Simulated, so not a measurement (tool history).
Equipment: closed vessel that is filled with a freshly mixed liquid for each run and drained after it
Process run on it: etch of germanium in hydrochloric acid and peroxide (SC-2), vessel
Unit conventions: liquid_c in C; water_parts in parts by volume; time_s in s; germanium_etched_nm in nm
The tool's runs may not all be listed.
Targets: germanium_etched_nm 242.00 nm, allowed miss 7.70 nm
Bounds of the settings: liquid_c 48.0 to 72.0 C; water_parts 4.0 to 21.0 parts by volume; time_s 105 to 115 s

run 1 hour=0.0 | liquid_c=64.0 water_parts=11.5 time_s=105 | germanium_etched_nm=324.46
run 2 hour=3.4 | liquid_c=63.0 water_parts=11.5 time_s=105 | germanium_etched_nm=316.54
run 3 hour=4.1 | liquid_c=63.0 water_parts=15.5 time_s=105 | germanium_etched_nm=304.89
run 4 hour=5.3 | liquid_c=63.0 water_parts=17.0 time_s=105 | germanium_etched_nm=297.09
run 5 hour=12.9 | liquid_c=63.0 water_parts=21.0 time_s=105 | germanium_etched_nm=280.46
run 6 hour=15.8 | liquid_c=63.0 water_parts=21.0 time_s=115 | germanium_etched_nm=308.57
run 7 hour=17.9 | liquid_c=62.0 water_parts=21.0 time_s=115 | germanium_etched_nm=307.99
-- hour=24.2 thermometer replaced
run 8 hour=24.2 | liquid_c=61.0 water_parts=21.0 time_s=115 | germanium_etched_nm=281.43
run 9 hour=32.9 | liquid_c=60.5 water_parts=21.0 time_s=115 | germanium_etched_nm=274.30
run 10 hour=39.7 | liquid_c=60.0 water_parts=21.0 time_s=115 | germanium_etched_nm=272.05
run 11 hour=42.5 | liquid_c=59.5 water_parts=21.0 time_s=115 | germanium_etched_nm=268.22
run 12 hour=43.6 | liquid_c=59.0 water_parts=21.0 time_s=115 | germanium_etched_nm=263.51
run 13 hour=51.3 | liquid_c=58.0 water_parts=21.0 time_s=115 | germanium_etched_nm=257.92
run 14 hour=59.7 | liquid_c=57.0 water_parts=21.0 time_s=115 | germanium_etched_nm=249.17

Pick the move, out of 5, that brings all results within their allowed miss; only one does.
run A hour=68.1 | liquid_c=58.0 water_parts=21.0 time_s=115 | germanium_etched_nm=?
run B hour=68.1 | liquid_c=60.5 water_parts=21.0 time_s=110 | germanium_etched_nm=?
run C hour=68.1 | liquid_c=57.0 water_parts=21.0 time_s=105 | germanium_etched_nm=?
run D hour=68.1 | liquid_c=57.0 water_parts=20.0 time_s=115 | germanium_etched_nm=?
run E hour=68.1 | liquid_c=57.5 water_parts=20.5 time_s=110 | germanium_etched_nm=?

move=A germanium_etched_nm=257.66
move=B germanium_etched_nm=264.43
move=C germanium_etched_nm=228.64
move=D germanium_etched_nm=253.13
move=E germanium_etched_nm=244.29
A: the biggest miss grows against the last run
B: the biggest miss grows against the last run
C: pushes the last run's worst result past its target
D: the biggest miss grows against the last run
E: in spec on every target
E is the move that brings every result within its allowed miss.
